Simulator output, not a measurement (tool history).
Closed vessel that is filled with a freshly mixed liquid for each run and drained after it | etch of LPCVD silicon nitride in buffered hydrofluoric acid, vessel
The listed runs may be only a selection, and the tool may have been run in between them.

| run | hour | temperature setpoint of the liquid (C) | parts of 40 % ammonium fluoride to one part of 49 % hydrofluoric acid (parts by volume) | time in the liquid (s) | thickness taken off the LPCVD silicon nitride on a monitor wafer (nm) |
|---|---|---|---|---|---|
| 1 | 0.0 | 25.0 | 13 | 425 | 4.4556 |
| 2 | 6.7 | 24.0 | 13 | 425 | 4.2194 |
| 3 | 13.1 | 23.5 | 13 | 425 | 4.1098 |
| 4 | 21.7 | 23.0 | 13 | 425 | 3.9967 |
| 5 | 29.0 | 22.5 | 13 | 425 | 3.9204 |
| 6 | 30.2 | 22.5 | 16 | 425 | 3.1768 |

Forecast run 7:
| 7 | 37.4 | 23.0 | 16 | 425 | ? |

Run 7 yielded thickness taken off the LPCVD silicon nitride on a monitor wafer (nm) 3.2358.
